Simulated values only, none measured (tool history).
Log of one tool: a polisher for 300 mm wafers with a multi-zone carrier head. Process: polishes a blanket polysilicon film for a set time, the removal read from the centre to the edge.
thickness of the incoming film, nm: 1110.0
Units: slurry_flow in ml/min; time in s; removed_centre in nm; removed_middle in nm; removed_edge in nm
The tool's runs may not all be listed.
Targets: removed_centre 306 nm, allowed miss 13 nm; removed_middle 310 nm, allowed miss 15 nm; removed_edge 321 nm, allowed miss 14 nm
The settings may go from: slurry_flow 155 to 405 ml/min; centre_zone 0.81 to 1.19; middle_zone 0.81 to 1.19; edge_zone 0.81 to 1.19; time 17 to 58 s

run 1 hour=0 | slurry_flow=260 centre_zone=1 middle_zone=1 edge_zone=1 time=37 | removed_centre=420.79 removed_middle=382.56 removed_edge=373.46
run 2 hour=0.9 | slurry_flow=260 centre_zone=0.92 middle_zone=1 edge_zone=1 time=37 | removed_centre=387.42 removed_middle=381.69 removed_edge=370.48
run 3 hour=8.5 | slurry_flow=255 centre_zone=0.89 middle_zone=0.97 edge_zone=1 time=36 | removed_centre=365.65 removed_middle=358.62 removed_edge=355.46
run 4 hour=9.5 | slurry_flow=255 centre_zone=0.81 middle_zone=0.97 edge_zone=1 time=36 | removed_centre=326.1 removed_middle=361.67 removed_edge=357.23
run 5 hour=14.3 | slurry_flow=290 centre_zone=0.81 middle_zone=0.97 edge_zone=1 time=36 | removed_centre=342.64 removed_middle=364.92 removed_edge=362.31
run 6 hour=22 | slurry_flow=275 centre_zone=0.81 middle_zone=0.94 edge_zone=0.98 time=35 | removed_centre=320.94 removed_middle=348.6 removed_edge=351.86
run 7 hour=24.7 | slurry_flow=285 centre_zone=0.88 middle_zone=0.89 edge_zone=0.96 time=31 | removed_centre=305.03 removed_middle=293.53 removed_edge=309.31
run 8 hour=29.1 | slurry_flow=285 centre_zone=0.87 middle_zone=0.9 edge_zone=0.97 time=31 | removed_centre=304.76 removed_middle=292.03 removed_edge=313.66
run 9 hour=36 | slurry_flow=285 centre_zone=0.86 middle_zone=0.91 edge_zone=0.97 time=31 | removed_centre=307.35 removed_middle=300.09 removed_edge=312.48
run 10 hour=38.6 | slurry_flow=285 centre_zone=0.85 middle_zone=0.91 edge_zone=0.97 time=31 | removed_centre=297.95 removed_middle=292.83 removed_edge=311.01

4 next moves are on the table. One of them brings every result within its allowed miss. Which?
run A hour=41.2 | slurry_flow=295 centre_zone=0.91 middle_zone=0.9 edge_zone=0.94 time=29 | removed_centre=? removed_middle=? removed_edge=?
run B hour=41.2 | slurry_flow=265 centre_zone=0.84 middle_zone=0.94 edge_zone=0.98 time=32 | removed_centre=? removed_middle=? removed_edge=?
run C hour=41.2 | slurry_flow=400 centre_zone=0.87 middle_zone=0.85 edge_zone=0.95 time=29 | removed_centre=? removed_middle=? removed_edge=?
run D hour=41.2 | slurry_flow=240 centre_zone=0.93 middle_zone=0.99 edge_zone=1.11 time=28 | removed_centre=? removed_middle=? removed_edge=?

move=A removed_centre=302.17 removed_middle=264.66 removed_edge=281.7
move=B removed_centre=303.79 removed_middle=299.28 removed_edge=313.91
move=C removed_centre=297.59 removed_middle=259.49 removed_edge=289.25
move=D removed_centre=290.3 removed_middle=269.9 removed_edge=288.92
A: further off than the last run
B: meets every target
C: further off than the last run
D: further off than the last run
Answer: B
